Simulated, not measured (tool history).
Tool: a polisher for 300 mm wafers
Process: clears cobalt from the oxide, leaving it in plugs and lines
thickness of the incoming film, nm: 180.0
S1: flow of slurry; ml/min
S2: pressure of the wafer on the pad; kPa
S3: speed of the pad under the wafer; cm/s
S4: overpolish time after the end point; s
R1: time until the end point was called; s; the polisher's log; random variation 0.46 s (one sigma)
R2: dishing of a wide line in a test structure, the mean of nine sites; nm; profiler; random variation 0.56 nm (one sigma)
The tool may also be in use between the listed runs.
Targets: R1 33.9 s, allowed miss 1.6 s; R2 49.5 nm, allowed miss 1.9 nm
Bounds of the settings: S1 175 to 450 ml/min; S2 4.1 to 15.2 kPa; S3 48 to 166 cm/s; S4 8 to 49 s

run	hour	S1	S2	S3	S4	R1	R2
1	0	290	9.7	106	25	51.71	53.229
2	6.3	290	9.7	106	20	53.224	47.305
3	10.8	360	9.7	106	20	50.57	48.233
4	18.7	365	11	106	17	44.809	45.997
5	20.4	365	11.7	106	17	42.859	48.805
6	21.1	365	11.7	106	8	42.113	27.735
7	30.1	365	12.4	108	10	40.381	34.806
8	32.1	365	13.1	108	11	37.069	38.908
9	35.4	365	13.8	108	12	36.252	43.056
10	41.6	370	13.8	108	12	34.854	42.584
11	44.6	370	13.8	108	13	35.652	44.605
12	49.8	375	13.8	108	13	35.652	45.095
13	56.9	380	13.8	108	13	35.059	44.84

Which of these 4 next moves meets every target?
A	64	365	13.1	120	14	?	?
B	64	385	13.1	106	12	?	?
C	64	410	15.2	102	16	?	?
D	64	370	14.5	102	17	?	?

move	R1	R2
A	34.598	49.119
B	38.873	40.644
C	34.799	53.348
D	36.694	53.614
A: meets every target
B: further off than the last run
C: takes the result that was furthest off past its target
D: takes the result that was furthest off past its target
The right move is A.
